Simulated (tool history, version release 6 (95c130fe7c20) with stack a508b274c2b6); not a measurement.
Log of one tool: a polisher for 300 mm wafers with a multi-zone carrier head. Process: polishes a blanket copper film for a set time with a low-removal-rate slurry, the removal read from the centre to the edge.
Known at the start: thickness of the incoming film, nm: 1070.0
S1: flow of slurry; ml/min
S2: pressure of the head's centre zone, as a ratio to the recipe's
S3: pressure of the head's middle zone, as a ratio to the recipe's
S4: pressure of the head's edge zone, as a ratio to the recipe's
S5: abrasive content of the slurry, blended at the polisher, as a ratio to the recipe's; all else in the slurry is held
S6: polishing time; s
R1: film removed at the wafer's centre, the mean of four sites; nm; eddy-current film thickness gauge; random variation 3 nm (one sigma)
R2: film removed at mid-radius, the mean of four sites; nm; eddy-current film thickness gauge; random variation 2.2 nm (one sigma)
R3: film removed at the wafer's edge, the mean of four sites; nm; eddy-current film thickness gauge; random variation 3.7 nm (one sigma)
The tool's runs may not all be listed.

run,hour,S1,S2,S3,S4,S5,S6,R1,R2,R3
1,0.0,235,1.00,1.00,1.00,1.00,81,199.66,192.99,192.52
2,7.8,235,0.99,1.00,1.02,1.05,84,205.02,204.25,205.38
3,12.0,235,0.99,0.99,1.04,1.10,86,213.01,207.08,215.03
4,16.4,285,0.99,0.99,1.04,1.10,86,222.06,212.17,217.39
5,22.5,285,0.99,0.99,1.04,1.25,86,222.69,213.08,220.85
6,26.7,280,0.98,0.99,1.06,1.30,88,228.26,222.87,232.63
7,27.5,275,0.98,0.99,1.08,1.35,90,232.03,231.18,240.46

Run 8 comes next. What will it give?
# hour 35.0: worn pad replaced by a new one
8,35.0,275,0.98,0.98,1.09,1.35,92,?,?,?

Run 8 gave R1 260.92 nm, R2 249.00 nm, R3 265.11 nm.
